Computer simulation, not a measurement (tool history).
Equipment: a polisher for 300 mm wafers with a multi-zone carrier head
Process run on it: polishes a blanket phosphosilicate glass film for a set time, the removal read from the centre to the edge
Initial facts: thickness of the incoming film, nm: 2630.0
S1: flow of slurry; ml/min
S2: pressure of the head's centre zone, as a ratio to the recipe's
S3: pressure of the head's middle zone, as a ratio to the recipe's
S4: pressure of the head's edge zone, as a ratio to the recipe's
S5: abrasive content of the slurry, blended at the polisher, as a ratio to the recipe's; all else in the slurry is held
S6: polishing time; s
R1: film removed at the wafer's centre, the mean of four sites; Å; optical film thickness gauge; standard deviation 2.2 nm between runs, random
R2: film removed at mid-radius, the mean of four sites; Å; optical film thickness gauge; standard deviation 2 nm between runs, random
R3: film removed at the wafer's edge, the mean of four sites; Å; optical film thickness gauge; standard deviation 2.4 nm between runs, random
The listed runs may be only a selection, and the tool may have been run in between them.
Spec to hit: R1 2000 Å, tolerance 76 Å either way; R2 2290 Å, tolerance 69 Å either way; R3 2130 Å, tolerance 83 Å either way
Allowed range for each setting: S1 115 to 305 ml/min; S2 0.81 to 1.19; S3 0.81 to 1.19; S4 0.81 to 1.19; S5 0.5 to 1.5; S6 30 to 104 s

Run 1, hour 0: S1 195 ml/min, S2 1, S3 1, S4 1, S5 1, S6 67 s. Result: R1 2822.8 Å, R2 2928.6 Å, R3 2901.2 Å.
Run 2, hour 3.6: S1 195 ml/min, S2 1, S3 1, S4 1, S5 1, S6 73 s. Result: R1 3137.4 Å, R2 3193.7 Å, R3 3107.6 Å.
Run 3, hour 6.6: S1 190 ml/min, S2 0.98, S3 0.99, S4 0.97, S5 0.9, S6 72 s. Result: R1 2809.6 Å, R2 2950 Å, R3 2871.5 Å.
Run 4, hour 9.9: S1 185 ml/min, S2 0.97, S3 0.98, S4 0.94, S5 0.8, S6 72 s. Result: R1 2632.4 Å, R2 2817.8 Å, R3 2740.3 Å.
Run 5, hour 17.6: S1 225 ml/min, S2 0.97, S3 0.98, S4 0.94, S5 0.8, S6 72 s. Result: R1 2703.1 Å, R2 2861.8 Å, R3 2748.4 Å.
Run 6, hour 19.6: S1 230 ml/min, S2 0.96, S3 0.98, S4 0.92, S5 0.75, S6 71 s. Result: R1 2592.9 Å, R2 2718.8 Å, R3 2609.9 Å.
Run 7, hour 24.6: S1 230 ml/min, S2 0.94, S3 0.98, S4 0.91, S5 0.7, S6 70 s. Result: R1 2440.7 Å, R2 2590 Å, R3 2455.1 Å.
Run 8, hour 29.1: S1 230 ml/min, S2 0.94, S3 0.98, S4 0.91, S5 0.7, S6 70 s. Result: R1 2405.6 Å, R2 2599.7 Å, R3 2433.4 Å.
Run 9, hour 36.3: S1 230 ml/min, S2 0.92, S3 0.97, S4 0.9, S5 0.65, S6 70 s. Result: R1 2263.5 Å, R2 2491 Å, R3 2384.7 Å.
Run 10, hour 40.6: S1 230 ml/min, S2 0.91, S3 0.97, S4 0.89, S5 0.65, S6 70 s. Result: R1 2302.6 Å, R2 2470.5 Å, R3 2353.3 Å.
Run 11, hour 46.8: S1 225 ml/min, S2 0.89, S3 0.97, S4 0.88, S5 0.65, S6 70 s. Result: R1 2205.3 Å, R2 2499 Å, R3 2340.5 Å.
Run 12, hour 55: S1 225 ml/min, S2 0.88, S3 0.97, S4 0.87, S5 0.65, S6 70 s. Result: R1 2197 Å, R2 2468.2 Å, R3 2332.8 Å.
Run 13, hour 59: S1 225 ml/min, S2 0.87, S3 0.97, S4 0.86, S5 0.65, S6 70 s. Result: R1 2141.2 Å, R2 2486.9 Å, R3 2307 Å.
Run 14, hour 66.4: S1 225 ml/min, S2 0.87, S3 0.97, S4 0.85, S5 0.65, S6 70 s. Result: R1 2193.6 Å, R2 2470.9 Å, R3 2293.8 Å.
Run 15, hour 69.4: S1 225 ml/min, S2 0.86, S3 0.97, S4 0.84, S5 0.65, S6 70 s. Result: R1 2147.1 Å, R2 2474 Å, R3 2266.1 Å.
Run 16, hour 76.1: S1 220 ml/min, S2 0.86, S3 0.96, S4 0.83, S5 0.65, S6 70 s. Result: R1 2150.3 Å, R2 2465.3 Å, R3 2268.4 Å.

Consider the 5 candidate settings below. Which is the only one whose results all fall within their allowed miss of target?
Run A, hour 82.8: S1 240 ml/min, S2 0.98, S3 0.83, S4 0.81, S5 0.6, S6 70 s. Result: R1 ?, R2 ?, R3 ?.
Run B, hour 82.8: S1 175 ml/min, S2 0.86, S3 0.96, S4 0.84, S5 0.6, S6 70 s. Result: R1 ?, R2 ?, R3 ?.
Run C, hour 82.8: S1 220 ml/min, S2 0.84, S3 0.96, S4 0.9, S5 0.6, S6 74 s. Result: R1 ?, R2 ?, R3 ?.
Run D, hour 82.8: S1 240 ml/min, S2 0.83, S3 1.05, S4 0.81, S5 0.75, S6 61 s. Result: R1 ?, R2 ?, R3 ?.
Run E, hour 82.8: S1 295 ml/min, S2 1.07, S3 1.18, S4 0.81, S5 0.75, S6 59 s. Result: R1 ?, R2 ?, R3 ?.

move      R1      R2      R3
   A  2336.6  2191.2  2145.5
   B  2012.8  2272.3  2105.5
   C  2171.3  2485.3    2355
   D  2020.7  2455.8  2098.6
   E  2437.2  2606.9  2062.8
A: moves the result that the last run missed by most past its target, out the other side
B: hits every target within its allowed miss
C: its largest miss is bigger than the last run's
D: nearer the targets than the last run, but a result is still out of spec
E: its largest miss is bigger than the last run's
Go with B: it meets all targets.
